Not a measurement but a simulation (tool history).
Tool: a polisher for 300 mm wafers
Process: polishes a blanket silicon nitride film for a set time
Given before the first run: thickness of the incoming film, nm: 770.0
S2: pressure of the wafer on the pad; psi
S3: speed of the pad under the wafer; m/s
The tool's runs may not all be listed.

Run 1, hour 0: flow of slurry (ml/min) 265, S2 3.4 psi, S3 1.18 m/s, polishing time (s) 62. Result: film removed (angstrom) 1039.9.
Run 2, hour 3.2: flow of slurry (ml/min) 265, S2 3.8 psi, S3 1.18 m/s, polishing time (s) 62. Result: film removed (angstrom) 1133.4.
Run 3, hour 10.7: flow of slurry (ml/min) 265, S2 3.8 psi, S3 1.18 m/s, polishing time (s) 65. Result: film removed (angstrom) 1192.5.
Run 4, hour 18.4: flow of slurry (ml/min) 265, S2 3.9 psi, S3 1.18 m/s, polishing time (s) 65. Result: film removed (angstrom) 1223.8.
Run 5, hour 22.3: flow of slurry (ml/min) 265, S2 3.9 psi, S3 1.18 m/s, polishing time (s) 65. Result: film removed (angstrom) 1216.3.
Run 6, hour 28.9: flow of slurry (ml/min) 265, S2 3.9 psi, S3 1.18 m/s, polishing time (s) 62. Result: film removed (angstrom) 1190.
Run 7, hour 33.5: flow of slurry (ml/min) 265, S2 3.9 psi, S3 1.18 m/s, polishing time (s) 62. Result: film removed (angstrom) 1180.7.
Run 8, hour 40.5: flow of slurry (ml/min) 265, S2 4 psi, S3 1.18 m/s, polishing time (s) 62. Result: film removed (angstrom) 1211.9.

For run 9, what comes out?
Run 9, hour 49: flow of slurry (ml/min) 265, S2 4.1 psi, S3 1.18 m/s, polishing time (s) 62. Result: film removed (angstrom) ?.

{"run 9": {"film removed (angstrom)": 1235.2}}

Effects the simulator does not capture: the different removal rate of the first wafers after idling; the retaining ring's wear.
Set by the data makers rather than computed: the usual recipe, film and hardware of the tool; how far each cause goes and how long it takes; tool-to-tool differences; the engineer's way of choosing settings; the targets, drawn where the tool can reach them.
